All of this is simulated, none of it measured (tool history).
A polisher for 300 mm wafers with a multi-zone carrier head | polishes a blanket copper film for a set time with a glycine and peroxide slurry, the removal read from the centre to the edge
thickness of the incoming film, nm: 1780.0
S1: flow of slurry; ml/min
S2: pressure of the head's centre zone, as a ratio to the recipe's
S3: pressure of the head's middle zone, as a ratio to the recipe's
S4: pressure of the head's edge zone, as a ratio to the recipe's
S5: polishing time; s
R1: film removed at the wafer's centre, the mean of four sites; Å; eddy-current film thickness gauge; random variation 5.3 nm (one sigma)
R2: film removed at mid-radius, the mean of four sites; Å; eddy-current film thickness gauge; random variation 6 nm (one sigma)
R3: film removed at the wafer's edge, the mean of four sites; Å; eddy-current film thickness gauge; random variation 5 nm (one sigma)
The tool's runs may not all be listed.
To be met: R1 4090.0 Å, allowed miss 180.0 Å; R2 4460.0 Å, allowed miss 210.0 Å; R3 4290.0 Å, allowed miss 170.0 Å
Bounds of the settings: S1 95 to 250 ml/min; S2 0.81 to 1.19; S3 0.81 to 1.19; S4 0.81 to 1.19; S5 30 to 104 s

Run 1, hour 0.0: S1 160 ml/min, S2 1.00, S3 1.00, S4 1.00, S5 67 s. Result: R1 3281.2 Å, R2 3290.1 Å, R3 3228.4 Å.
Run 2, hour 6.1: S1 160 ml/min, S2 1.00, S3 1.00, S4 1.05, S5 67 s. Result: R1 3320.3 Å, R2 3175.1 Å, R3 3308.2 Å.
Run 3, hour 12.7: S1 165 ml/min, S2 0.99, S3 1.02, S4 1.06, S5 70 s. Result: R1 3463.3 Å, R2 3462.2 Å, R3 3483.3 Å.
Run 4, hour 15.6: S1 165 ml/min, S2 1.04, S3 1.02, S4 1.06, S5 70 s. Result: R1 3531.7 Å, R2 3445.0 Å, R3 3514.4 Å.
Run 5, hour 20.3: S1 165 ml/min, S2 1.04, S3 1.02, S4 1.13, S5 70 s. Result: R1 3518.4 Å, R2 3393.6 Å, R3 3706.2 Å.
Run 6, hour 21.1: S1 165 ml/min, S2 1.11, S3 1.02, S4 1.13, S5 70 s. Result: R1 3720.7 Å, R2 3453.6 Å, R3 3566.1 Å.
Run 7, hour 28.3: S1 170 ml/min, S2 1.10, S3 1.05, S4 1.14, S5 71 s. Result: R1 3805.9 Å, R2 3567.6 Å, R3 3625.3 Å.
Run 8, hour 31.3: S1 175 ml/min, S2 1.08, S3 1.07, S4 1.15, S5 73 s. Result: R1 3757.1 Å, R2 3787.8 Å, R3 3835.9 Å.
Run 9, hour 38.8: S1 180 ml/min, S2 1.08, S3 1.08, S4 1.16, S5 74 s. Result: R1 3827.4 Å, R2 3749.4 Å, R3 3916.7 Å.
Run 10, hour 46.7: S1 180 ml/min, S2 1.08, S3 1.10, S4 1.16, S5 75 s. Result: R1 3927.4 Å, R2 3854.7 Å, R3 3996.7 Å.
Run 11, hour 49.9: S1 180 ml/min, S2 1.06, S3 1.12, S4 1.14, S5 76 s. Result: R1 3885.6 Å, R2 3984.4 Å, R3 3959.9 Å.
Run 12, hour 57.2: S1 185 ml/min, S2 1.06, S3 1.13, S4 1.14, S5 77 s. Result: R1 4045.3 Å, R2 3994.6 Å, R3 4041.1 Å.
Run 13, hour 59.4: S1 175 ml/min, S2 1.05, S3 1.14, S4 1.14, S5 78 s. Result: R1 4069.0 Å, R2 4036.3 Å, R3 4028.5 Å.

Which of these 5 next moves meets every target?
Run A, hour 61.6: S1 215 ml/min, S2 0.99, S3 1.19, S4 1.14, S5 80 s. Result: R1 ?, R2 ?, R3 ?.
Run B, hour 61.6: S1 95 ml/min, S2 1.09, S3 0.96, S4 1.18, S5 86 s. Result: R1 ?, R2 ?, R3 ?.
Run C, hour 61.6: S1 95 ml/min, S2 1.14, S3 0.88, S4 1.19, S5 88 s. Result: R1 ?, R2 ?, R3 ?.
Run D, hour 61.6: S1 250 ml/min, S2 0.96, S3 1.19, S4 0.89, S5 79 s. Result: R1 ?, R2 ?, R3 ?.
Run E, hour 61.6: S1 135 ml/min, S2 1.16, S3 1.10, S4 1.12, S5 77 s. Result: R1 ?, R2 ?, R3 ?.

move      R1      R2      R3
   A  4063.0  4501.4  4248.4
   B  3923.6  3737.3  4205.8
   C  4118.1  3657.9  4323.6
   D  4025.7  4527.3  3824.0
   E  3949.1  3861.5  3856.3
A: meets every target
B: further off than the last run
C: further off than the last run
D: brings the result that was furthest off to its target, and leaves another outside
E: further off than the last run
The right move is A.
